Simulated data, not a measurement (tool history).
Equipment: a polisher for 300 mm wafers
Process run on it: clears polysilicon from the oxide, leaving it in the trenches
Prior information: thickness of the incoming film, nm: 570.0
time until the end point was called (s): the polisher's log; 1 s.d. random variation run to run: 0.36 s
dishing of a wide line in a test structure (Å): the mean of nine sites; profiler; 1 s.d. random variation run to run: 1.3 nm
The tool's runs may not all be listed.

run,hour,flow of slurry (ml/min),pressure of the wafer on the pad (kPa),speed of the pad under the wafer (cm/s),overpolish time after the end point (s),time until the end point was called (s),dishing of a wide line in a test structure (Å)
1,0.0,170,14.5,104,10,50.086,620.58
2,3.9,175,15.9,104,10,45.609,640.03
3,7.5,175,15.9,104,6,45.512,469.11
4,14.1,175,15.9,104,3,45.677,289.89
5,20.1,175,16.5,104,5,43.513,450.78
6,25.6,180,17.2,102,6,42.722,520.63
7,27.0,185,17.9,102,6,40.881,538.23
8,28.9,185,18.6,102,6,39.673,541.24

Estimate the outcome of run 9 from the log above:
9,37.3,190,18.6,102,7,?,?

Run 9 came out at time until the end point was called (s) 39.477, dishing of a wide line in a test structure (Å) 579.28.
